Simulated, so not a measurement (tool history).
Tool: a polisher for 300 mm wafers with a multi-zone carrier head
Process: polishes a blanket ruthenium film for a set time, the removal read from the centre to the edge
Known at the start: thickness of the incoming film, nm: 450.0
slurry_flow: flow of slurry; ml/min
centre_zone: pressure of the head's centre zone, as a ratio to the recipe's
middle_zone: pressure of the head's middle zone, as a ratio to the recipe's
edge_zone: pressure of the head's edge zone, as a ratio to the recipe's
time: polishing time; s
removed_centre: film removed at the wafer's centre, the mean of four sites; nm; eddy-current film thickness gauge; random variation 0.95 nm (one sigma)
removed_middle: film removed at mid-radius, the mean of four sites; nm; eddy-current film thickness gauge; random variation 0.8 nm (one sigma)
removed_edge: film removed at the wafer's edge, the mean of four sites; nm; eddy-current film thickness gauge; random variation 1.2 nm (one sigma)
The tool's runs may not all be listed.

run	hour	slurry_flow	centre_zone	middle_zone	edge_zone	time	removed_centre	removed_middle	removed_edge
1	0.0	280	1.00	1.00	1.00	90	141.600	128.650	128.540
2	3.1	265	0.94	1.01	1.02	79	116.160	113.840	113.170
3	8.7	265	0.94	1.07	1.02	79	117.490	118.850	112.590
4	11.9	265	0.94	1.14	1.02	79	118.510	125.100	115.540
5	15.3	265	1.01	1.14	1.02	79	125.890	124.320	115.570
6	17.4	265	1.01	1.19	1.02	79	125.050	128.700	113.980
7	24.9	250	0.95	1.16	1.05	70	104.440	109.640	102.860
8	32.9	240	0.91	1.16	1.07	66	92.465	101.990	96.171
9	33.6	230	0.88	1.15	1.09	64	86.220	98.334	94.580
10	38.4	220	0.86	1.13	1.09	62	82.888	92.494	91.896

The next listed run, before its measurement:
# hour 41.9: centre zone pressure recalibrated
11	41.9	215	0.84	1.13	1.09	61	?	?	?

Run 11 gave removed_centre 69.695 nm, removed_middle 90.831 nm, removed_edge 91.106 nm.

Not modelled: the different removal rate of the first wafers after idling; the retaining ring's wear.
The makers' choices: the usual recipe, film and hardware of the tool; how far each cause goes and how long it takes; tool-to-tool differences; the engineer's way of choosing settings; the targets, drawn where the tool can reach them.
